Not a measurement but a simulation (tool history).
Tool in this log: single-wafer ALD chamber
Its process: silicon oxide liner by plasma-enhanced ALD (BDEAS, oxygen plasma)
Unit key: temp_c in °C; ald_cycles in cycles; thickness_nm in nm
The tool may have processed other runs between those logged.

run,hour,temp_c,ald_cycles,thickness_nm
1,0.0,315,63,6.1398
2,8.1,315,61,5.9230
3,12.9,323,61,5.8735
4,18.2,323,60,5.7824
5,25.2,323,67,6.4418
6,28.1,323,61,5.8331

What will run 7 give?
7,29.0,323,61,?

Run 7 produced thickness_nm 5.8604 nm.
